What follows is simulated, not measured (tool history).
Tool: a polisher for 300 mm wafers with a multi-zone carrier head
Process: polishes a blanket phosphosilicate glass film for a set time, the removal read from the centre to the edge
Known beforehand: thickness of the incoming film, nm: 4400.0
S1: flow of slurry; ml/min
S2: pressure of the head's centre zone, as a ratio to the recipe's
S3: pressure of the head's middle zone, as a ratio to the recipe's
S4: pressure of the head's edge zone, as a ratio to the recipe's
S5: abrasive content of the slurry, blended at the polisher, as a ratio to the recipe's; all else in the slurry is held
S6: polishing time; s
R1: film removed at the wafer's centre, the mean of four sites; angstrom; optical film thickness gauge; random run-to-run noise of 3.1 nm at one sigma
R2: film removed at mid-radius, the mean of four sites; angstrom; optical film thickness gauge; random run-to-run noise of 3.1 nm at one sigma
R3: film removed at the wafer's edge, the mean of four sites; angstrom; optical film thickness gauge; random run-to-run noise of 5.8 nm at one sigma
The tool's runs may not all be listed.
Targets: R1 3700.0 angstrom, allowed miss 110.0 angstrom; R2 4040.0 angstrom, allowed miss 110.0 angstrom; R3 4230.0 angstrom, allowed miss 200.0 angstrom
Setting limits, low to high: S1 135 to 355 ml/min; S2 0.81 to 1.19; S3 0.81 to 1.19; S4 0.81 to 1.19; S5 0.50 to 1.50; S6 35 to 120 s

Run 1, hour 0.0: S1 225 ml/min, S2 1.00, S3 1.00, S4 1.00, S5 1.00, S6 77 s. Result: R1 6725.9 angstrom, R2 6799.6 angstrom, R3 6544.2 angstrom.
Run 2, hour 1.2: S1 185 ml/min, S2 1.00, S3 1.00, S4 1.00, S5 1.00, S6 77 s. Result: R1 6470.9 angstrom, R2 6597.1 angstrom, R3 6414.6 angstrom.
Run 3, hour 5.4: S1 180 ml/min, S2 0.98, S3 0.98, S4 0.99, S5 0.95, S6 76 s. Result: R1 6147.0 angstrom, R2 6159.9 angstrom, R3 6223.6 angstrom.
Run 4, hour 10.5: S1 180 ml/min, S2 0.98, S3 1.04, S4 0.99, S5 0.95, S6 76 s. Result: R1 6120.8 angstrom, R2 6509.7 angstrom, R3 6051.2 angstrom.
Run 5, hour 15.9: S1 180 ml/min, S2 0.98, S3 1.04, S4 0.99, S5 1.15, S6 76 s. Result: R1 6609.3 angstrom, R2 7055.9 angstrom, R3 6685.3 angstrom.
Run 6, hour 17.9: S1 180 ml/min, S2 1.05, S3 1.04, S4 0.99, S5 1.15, S6 76 s. Result: R1 7186.5 angstrom, R2 7042.1 angstrom, R3 6655.9 angstrom.
Run 7, hour 26.6: S1 160 ml/min, S2 0.95, S3 0.94, S4 0.89, S5 0.90, S6 65 s. Result: R1 4835.6 angstrom, R2 4844.3 angstrom, R3 4797.7 angstrom.
Run 8, hour 28.0: S1 145 ml/min, S2 0.85, S3 0.86, S4 0.87, S5 0.65, S6 64 s. Result: R1 3396.9 angstrom, R2 3609.0 angstrom, R3 3731.3 angstrom.
Run 9, hour 34.7: S1 155 ml/min, S2 0.85, S3 0.87, S4 0.89, S5 0.65, S6 64 s. Result: R1 3436.8 angstrom, R2 3657.6 angstrom, R3 3825.8 angstrom.
Run 10, hour 40.6: S1 165 ml/min, S2 0.85, S3 0.88, S4 0.90, S5 0.65, S6 64 s. Result: R1 3461.0 angstrom, R2 3754.3 angstrom, R3 3949.3 angstrom.
Run 11, hour 42.5: S1 175 ml/min, S2 0.85, S3 0.88, S4 0.90, S5 0.65, S6 64 s. Result: R1 3545.4 angstrom, R2 3770.3 angstrom, R3 3853.2 angstrom.
Run 12, hour 49.9: S1 175 ml/min, S2 0.85, S3 0.88, S4 0.90, S5 0.65, S6 64 s. Result: R1 3557.1 angstrom, R2 3769.7 angstrom, R3 3956.6 angstrom.
Run 13, hour 56.1: S1 180 ml/min, S2 0.85, S3 0.89, S4 0.91, S5 0.65, S6 64 s. Result: R1 3552.3 angstrom, R2 3829.0 angstrom, R3 4048.2 angstrom.
Run 14, hour 62.4: S1 185 ml/min, S2 0.85, S3 0.89, S4 0.91, S5 0.65, S6 64 s. Result: R1 3505.2 angstrom, R2 3844.0 angstrom, R3 3928.4 angstrom.
Run 15, hour 66.2: S1 190 ml/min, S2 0.85, S3 0.89, S4 0.92, S5 0.65, S6 64 s. Result: R1 3538.9 angstrom, R2 3885.2 angstrom, R3 4055.2 angstrom.
Run 16, hour 72.4: S1 195 ml/min, S2 0.85, S3 0.89, S4 0.92, S5 0.65, S6 64 s. Result: R1 3597.6 angstrom, R2 3854.8 angstrom, R3 3988.7 angstrom.
Run 17, hour 75.9: S1 195 ml/min, S2 0.85, S3 0.89, S4 0.93, S5 0.65, S6 64 s. Result: R1 3514.9 angstrom, R2 3835.4 angstrom, R3 4004.1 angstrom.
Run 18, hour 84.3: S1 195 ml/min, S2 0.85, S3 0.89, S4 0.93, S5 0.65, S6 64 s. Result: R1 3573.1 angstrom, R2 3889.7 angstrom, R3 3937.1 angstrom.
Run 19, hour 89.7: S1 230 ml/min, S2 0.85, S3 0.90, S4 1.02, S5 0.70, S6 64 s. Result: R1 3905.8 angstrom, R2 4260.4 angstrom, R3 4541.7 angstrom.
Run 20, hour 98.3: S1 225 ml/min, S2 0.85, S3 0.90, S4 1.01, S5 0.70, S6 64 s. Result: R1 3794.6 angstrom, R2 4177.9 angstrom, R3 4526.8 angstrom.
Run 21, hour 102.8: S1 220 ml/min, S2 0.85, S3 0.90, S4 1.00, S5 0.70, S6 64 s. Result: R1 3790.8 angstrom, R2 4170.5 angstrom, R3 4380.8 angstrom.

Pick the move, out of 5, that brings all results within their allowed miss; only one does.
Run A, hour 107.3: S1 210 ml/min, S2 0.90, S3 1.02, S4 0.95, S5 0.60, S6 66 s. Result: R1 ?, R2 ?, R3 ?.
Run B, hour 107.3: S1 225 ml/min, S2 0.83, S3 0.93, S4 0.96, S5 0.75, S6 62 s. Result: R1 ?, R2 ?, R3 ?.
Run C, hour 107.3: S1 335 ml/min, S2 0.87, S3 1.02, S4 0.96, S5 0.75, S6 56 s. Result: R1 ?, R2 ?, R3 ?.
Run D, hour 107.3: S1 195 ml/min, S2 0.85, S3 0.90, S4 0.95, S5 0.75, S6 61 s. Result: R1 ?, R2 ?, R3 ?.
Run E, hour 107.3: S1 255 ml/min, S2 0.81, S3 0.91, S4 1.07, S5 0.55, S6 76 s. Result: R1 ?, R2 ?, R3 ?.

move      R1      R2      R3
   A  3739.4  4278.2  4027.8
   B  3779.9  4342.3  4434.6
   C  3745.1  4411.8  4124.6
   D  3733.3  4082.9  4285.4
   E  3724.0  4299.9  4698.8
A: moves away from the targets compared with the last run
B: moves away from the targets compared with the last run
C: moves away from the targets compared with the last run
D: hits every target within its allowed miss
E: moves away from the targets compared with the last run
D meets every target.
